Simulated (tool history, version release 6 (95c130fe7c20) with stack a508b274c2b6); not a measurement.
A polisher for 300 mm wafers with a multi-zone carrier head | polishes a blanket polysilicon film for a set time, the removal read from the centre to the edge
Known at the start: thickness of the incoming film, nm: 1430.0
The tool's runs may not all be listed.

run,hour,flow of slurry (ml/min),pressure of the head's centre zone,pressure of the head's middle zone,pressure of the head's edge zone,polishing time (s),film removed at the wafer's centre (nm),film removed at mid-radius (nm),film removed at the wafer's edge (nm)
1,0,250,1,1,1,45,460.91,446.48,440.69
2,4.2,250,1,0.92,1,45,447.33,419.94,444.76
3,8.5,250,1,0.92,1,35,346.14,324.6,344.1
4,11.9,250,1,0.92,0.91,35,357.15,323.15,326.76
5,17.9,250,0.96,0.92,0.91,35,337.6,322.28,326.08
6,25.9,250,1,0.92,0.91,35,348.08,326.22,330.6

Expected results for the next run?
7,33.1,250,1,0.93,0.9,35,?,?,?

film removed at the wafer's centre (nm): 348.8
film removed at mid-radius (nm): 320.65
film removed at the wafer's edge (nm): 325.43
